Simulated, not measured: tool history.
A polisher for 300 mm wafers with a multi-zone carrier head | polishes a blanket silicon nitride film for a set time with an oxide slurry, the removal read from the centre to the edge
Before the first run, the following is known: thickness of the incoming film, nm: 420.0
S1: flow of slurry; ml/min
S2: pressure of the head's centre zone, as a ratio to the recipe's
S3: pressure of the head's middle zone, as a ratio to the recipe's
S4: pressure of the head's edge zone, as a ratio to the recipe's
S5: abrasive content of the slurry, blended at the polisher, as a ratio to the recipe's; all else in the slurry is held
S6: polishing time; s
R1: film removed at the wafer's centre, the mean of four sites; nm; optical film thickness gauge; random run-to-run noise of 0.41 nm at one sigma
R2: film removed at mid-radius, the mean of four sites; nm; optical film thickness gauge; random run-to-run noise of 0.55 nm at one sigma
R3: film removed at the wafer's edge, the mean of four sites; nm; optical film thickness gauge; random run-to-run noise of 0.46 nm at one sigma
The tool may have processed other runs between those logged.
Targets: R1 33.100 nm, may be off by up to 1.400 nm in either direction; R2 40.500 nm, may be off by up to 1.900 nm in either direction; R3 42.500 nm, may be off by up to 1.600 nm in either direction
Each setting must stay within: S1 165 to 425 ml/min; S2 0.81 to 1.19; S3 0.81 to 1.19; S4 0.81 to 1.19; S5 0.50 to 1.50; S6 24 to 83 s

run 1 day=0.000 | S1=275 S2=1.00 S3=1.00 S4=1.00 S5=1.00 S6=53 | R1=24.291 R2=24.701 R3=24.666
run 2 day=0.125 | S1=275 S2=1.00 S3=1.00 S4=1.04 S5=1.00 S6=53 | R1=24.691 R2=24.928 R3=25.599
run 3 day=0.325 | S1=275 S2=0.96 S3=1.02 S4=1.08 S5=1.15 S6=56 | R1=25.666 R2=27.975 R3=28.607
run 4 day=0.383 | S1=270 S2=0.94 S3=1.02 S4=1.11 S5=1.25 S6=60 | R1=28.063 R2=31.155 R3=31.442
run 5 day=0.525 | S1=270 S2=0.94 S3=1.02 S4=1.11 S5=1.25 S6=70 | R1=32.347 R2=35.352 R3=36.589
run 6 day=0.662 | S1=275 S2=0.91 S3=1.02 S4=1.14 S5=1.35 S6=71 | R1=32.227 R2=37.742 R3=39.287
run 7 day=0.700 | S1=280 S2=0.91 S3=1.02 S4=1.16 S5=1.40 S6=71 | R1=32.477 R2=37.447 R3=40.411
run 8 day=0.950 | S1=280 S2=0.91 S3=1.04 S4=1.17 S5=1.45 S6=71 | R1=33.582 R2=39.338 R3=40.469
run 9 day=1.138 | S1=280 S2=0.90 S3=1.04 S4=1.18 S5=1.45 S6=71 | R1=33.168 R2=39.604 R3=40.623
run 10 day=1.383 | S1=280 S2=0.89 S3=1.03 S4=1.18 S5=1.45 S6=71 | R1=32.524 R2=38.500 R3=40.446

Which single option among these 4 for the next run brings every result within its allowed miss of target? Just one does.
run A day=1.629 | S1=300 S2=0.95 S3=1.19 S4=1.09 S5=1.50 S6=68 | R1=? R2=? R3=?
run B day=1.629 | S1=305 S2=0.92 S3=1.17 S4=1.13 S5=1.35 S6=70 | R1=? R2=? R3=?
run C day=1.629 | S1=300 S2=0.90 S3=0.94 S4=1.06 S5=1.40 S6=72 | R1=? R2=? R3=?
run D day=1.629 | S1=275 S2=0.85 S3=1.02 S4=1.18 S5=1.45 S6=75 | R1=? R2=? R3=?

move=A R1=34.107 R2=41.973 R3=37.936
move=B R1=32.933 R2=41.256 R3=38.511
move=C R1=33.414 R2=35.600 R3=38.920
move=D R1=33.001 R2=39.905 R3=42.961
A: misses by more than the last run did
B: misses by more than the last run did
C: misses by more than the last run did
D: in spec on every target
Correct choice: D, which meets every target
